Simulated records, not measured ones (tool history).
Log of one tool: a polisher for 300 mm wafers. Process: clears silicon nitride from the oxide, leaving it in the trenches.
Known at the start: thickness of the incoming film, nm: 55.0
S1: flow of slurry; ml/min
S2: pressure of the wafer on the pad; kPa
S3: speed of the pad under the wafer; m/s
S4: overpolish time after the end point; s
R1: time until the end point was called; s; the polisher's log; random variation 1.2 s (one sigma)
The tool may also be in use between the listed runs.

run 1 day=0 | S1=215 S2=11.7 S3=0.96 S4=39 | R1=99.379
run 2 day=0.329 | S1=215 S2=12.4 S3=0.96 S4=39 | R1=97.58
run 3 day=0.446 | S1=215 S2=12.4 S3=0.96 S4=39 | R1=94.929
run 4 day=0.825 | S1=215 S2=11 S3=0.96 S4=39 | R1=106.88
run 5 day=1.104 | S1=215 S2=12.4 S3=0.98 S4=39 | R1=92.711
run 6 day=1.454 | S1=190 S2=12.4 S3=0.98 S4=39 | R1=96.986
run 7 day=1.617 | S1=200 S2=13.1 S3=0.98 S4=39 | R1=90.713

The next listed run, before its measurement:
run 8 day=1.867 | S1=210 S2=13.8 S3=0.98 S4=39 | R1=?

{"run 8": {"R1": 84.892}}
